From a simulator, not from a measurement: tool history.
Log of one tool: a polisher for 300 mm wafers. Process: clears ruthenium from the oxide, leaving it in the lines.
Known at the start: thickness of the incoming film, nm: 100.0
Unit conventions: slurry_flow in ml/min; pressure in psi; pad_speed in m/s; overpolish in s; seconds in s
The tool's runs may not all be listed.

run,hour,slurry_flow,pressure,pad_speed,overpolish,seconds
1,0,140,2.3,1.08,9,93.208
2,8.5,140,2,1.08,9,103.66
3,11.7,140,1.8,1.06,9,114.62
4,15.4,140,1.6,1.04,9,125.85
5,19.7,140,1.9,1.04,9,110.99
6,23.5,105,1.9,1.04,9,114.05
7,25.3,105,1.9,1.04,9,119.98
8,26.6,105,1.7,1.02,9,129.18
9,33.5,105,1.6,1.02,9,133.01
10,40.8,105,1.5,1.02,9,143.9

Forecast run 11:
11,41.6,105,1.4,1.02,9,?

Run 11 came out at seconds 146.99 s.
